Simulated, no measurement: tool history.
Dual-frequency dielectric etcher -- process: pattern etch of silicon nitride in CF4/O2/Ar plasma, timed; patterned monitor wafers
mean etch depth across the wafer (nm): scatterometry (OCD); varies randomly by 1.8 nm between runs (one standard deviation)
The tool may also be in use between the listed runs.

| run | hour | source power (kW) | bias power (kW) | Ar flow (sccm) | CF4 flow (sccm) | etch time (s) | mean etch depth across the wafer (nm) |
|---|---|---|---|---|---|---|---|
| 1 | 0.0 | 0.530 | 0.058 | 126 | 134 | 168 | 379.68 |
| 2 | 7.8 | 0.570 | 0.058 | 126 | 134 | 168 | 406.96 |
| 3 | 13.3 | 0.570 | 0.058 | 126 | 145 | 168 | 413.90 |
| 4 | 15.9 | 0.570 | 0.054 | 126 | 145 | 168 | 394.95 |
| 5 | 23.4 | 0.600 | 0.054 | 126 | 145 | 168 | 421.57 |
| 6 | 25.3 | 0.610 | 0.054 | 126 | 145 | 168 | 426.41 |
| 7 | 28.1 | 0.620 | 0.054 | 126 | 145 | 168 | 437.59 |

What does the tool deliver on the next run?
| 8 | 31.3 | 0.620 | 0.054 | 126 | 145 | 168 | ? |

For run 8 the tool returned mean etch depth across the wafer (nm) 435.79.
